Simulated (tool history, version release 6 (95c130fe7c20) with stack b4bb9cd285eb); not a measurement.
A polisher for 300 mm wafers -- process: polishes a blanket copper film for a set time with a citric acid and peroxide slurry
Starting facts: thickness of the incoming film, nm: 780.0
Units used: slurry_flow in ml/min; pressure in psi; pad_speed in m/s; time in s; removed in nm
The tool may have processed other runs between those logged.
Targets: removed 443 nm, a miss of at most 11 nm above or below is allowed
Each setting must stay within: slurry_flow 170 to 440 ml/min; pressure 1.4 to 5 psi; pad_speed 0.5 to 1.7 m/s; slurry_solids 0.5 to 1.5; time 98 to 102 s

run,day,slurry_flow,pressure,pad_speed,slurry_solids,time,removed
1,0,280,3.2,1.1,1,98,280.35
2,0.3,285,3.5,1.1,1,98,311.31
3,0.408,290,3.7,1.1,1,98,323.55
4,0.667,290,3.7,0.9,1,98,271.5
5,0.8,290,3.7,0.9,0.8,98,257.87
6,0.883,290,3.7,0.9,0.65,98,248
7,0.942,290,3.9,0.94,0.65,98,275.29
8,1.021,290,4.1,0.96,0.65,98,290.92
9,1.262,295,4.3,1,0.65,98,315.73
10,1.338,295,4.4,1.04,0.65,98,330.98
11,1.679,295,4.5,1.08,0.65,98,356.08
12,1.925,295,4.6,1.1,0.65,98,364.41
13,1.954,295,4.7,1.12,0.65,98,382.65
14,2.054,295,4.8,1.14,0.65,98,399.47
15,2.092,295,4.8,1.16,0.65,98,404.86
16,2.117,300,4.9,1.18,0.65,98,413.42
17,2.421,300,4.9,1.2,0.65,98,420.14

Exactly one of the 5 candidate moves below puts every result within its allowed miss. Which one?
A,2.725,280,4.4,1.32,0.5,98,?
B,2.725,335,4.8,1.14,0.65,100,?
C,2.725,305,5,1.14,0.6,100,?
D,2.725,305,4.9,1.18,0.7,102,?
E,2.725,310,5,1.1,0.65,102,?

move,removed
A,387.9
B,403.06
C,409.54
D,435.65
E,411.33
A: moves away from the targets compared with the last run
B: moves away from the targets compared with the last run
C: moves away from the targets compared with the last run
D: each result inside its tolerance
E: moves away from the targets compared with the last run
D meets every target.
